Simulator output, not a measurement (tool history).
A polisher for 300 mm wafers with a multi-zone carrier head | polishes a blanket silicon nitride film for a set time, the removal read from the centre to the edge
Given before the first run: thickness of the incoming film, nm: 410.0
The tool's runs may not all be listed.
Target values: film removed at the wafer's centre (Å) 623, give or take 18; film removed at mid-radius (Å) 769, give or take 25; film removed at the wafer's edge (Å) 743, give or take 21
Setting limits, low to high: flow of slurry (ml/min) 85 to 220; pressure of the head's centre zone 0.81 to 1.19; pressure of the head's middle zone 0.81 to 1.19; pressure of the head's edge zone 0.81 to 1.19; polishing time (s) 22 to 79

run	hour	flow of slurry (ml/min)	pressure of the head's centre zone	pressure of the head's middle zone	pressure of the head's edge zone	polishing time (s)	film removed at the wafer's centre (Å)	film removed at mid-radius (Å)	film removed at the wafer's edge (Å)
1	0	140	1	1	1	50	836.17	819.39	818.2
2	7.2	150	1	1	1	50	838.94	822.38	827.18
3	10.1	150	1	1.08	1	50	853.45	871.6	816.44
4	18	150	1	1.08	1	42	714.94	754.67	699.1
5	26.5	145	0.98	1.08	1.02	42	687.58	745.99	703.11
6	32.7	180	0.98	1.08	1.02	42	711.27	753.36	714.59
7	34.7	175	0.97	1.08	1.03	42	699.6	763.66	720.88
8	36.1	170	0.96	1.08	1.04	42	696.35	758.39	711.29

5 next moves are on the table. One of them brings every result within its allowed miss. Which?
A	37.5	165	0.84	1.06	1.06	43	?	?	?
B	37.5	150	0.88	1.03	1.02	45	?	?	?
C	37.5	160	0.81	1.19	1.14	42	?	?	?
D	37.5	215	0.83	1.14	1.1	42	?	?	?
E	37.5	170	0.81	1.19	1	42	?	?	?

move	film removed at the wafer's centre (Å)	film removed at mid-radius (Å)	film removed at the wafer's edge (Å)
A	617.48	762.7	739.18
B	665.93	767.56	751.31
C	578.85	818.28	745.25
D	621.02	821.83	754.62
E	584.82	825.94	702.74
A: every result within its allowed miss
B: an improvement on the last run, though not all results are within tolerance
C: the result that was furthest off in the last run now lies on the other side of its target
D: gets the furthest-off result to its target, but another result is out of tolerance
E: the result that was furthest off in the last run now lies on the other side of its target
A meets every target.
